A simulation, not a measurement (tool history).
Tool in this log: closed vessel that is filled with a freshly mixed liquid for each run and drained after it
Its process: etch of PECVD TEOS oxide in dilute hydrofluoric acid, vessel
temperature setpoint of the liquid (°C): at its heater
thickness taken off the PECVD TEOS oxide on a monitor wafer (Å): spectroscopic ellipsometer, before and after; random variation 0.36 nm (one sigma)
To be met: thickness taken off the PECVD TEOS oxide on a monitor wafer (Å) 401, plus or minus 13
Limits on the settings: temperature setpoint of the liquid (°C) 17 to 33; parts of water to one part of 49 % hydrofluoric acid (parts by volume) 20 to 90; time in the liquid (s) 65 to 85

run  hour  temperature setpoint of the liquid (°C)  parts of water to one part of 49 % hydrofluoric acid (parts by volume)  time in the liquid (s)  thickness taken off the PECVD TEOS oxide on a monitor wafer (Å)
  1     0                                       25                                                                      50                      85                                                           324.18
  2     9                                     26.5                                                                      50                      85                                                           341.41
  3  13.4                                     26.5                                                                      50                      85                                                           344.14
  4  17.2                                     27.5                                                                      50                      85                                                           361.03
  5  19.1                                     27.5                                                                      50                      65                                                           276.52
  6  25.3                                     28.5                                                                      45                      65                                                           319.91
  7  27.1                                     28.5                                                                      45                      65                                                           316.67
  8  29.2                                     29.5                                                                      40                      65                                                            373.2
  9  32.5                                       30                                                                      40                      65                                                           386.57

4 next moves are on the table. One of them brings every result within its allowed miss. Which?
  A  35.8                                     29.5                                                                      45                      75                                                                ?
  B  35.8                                       31                                                                      55                      85                                                                ?
  C  35.8                                       29                                                                      40                      70                                                                ?
  D  35.8                                     27.5                                                                      45                      80                                                                ?

move  thickness taken off the PECVD TEOS oxide on a monitor wafer (Å)
   A                                                           378.31
   B                                                           366.31
   C                                                           392.39
   D                                                           372.58
A: its largest miss is bigger than the last run's
B: its largest miss is bigger than the last run's
C: hits every target within its allowed miss
D: its largest miss is bigger than the last run's
Correct choice: C, which meets every target
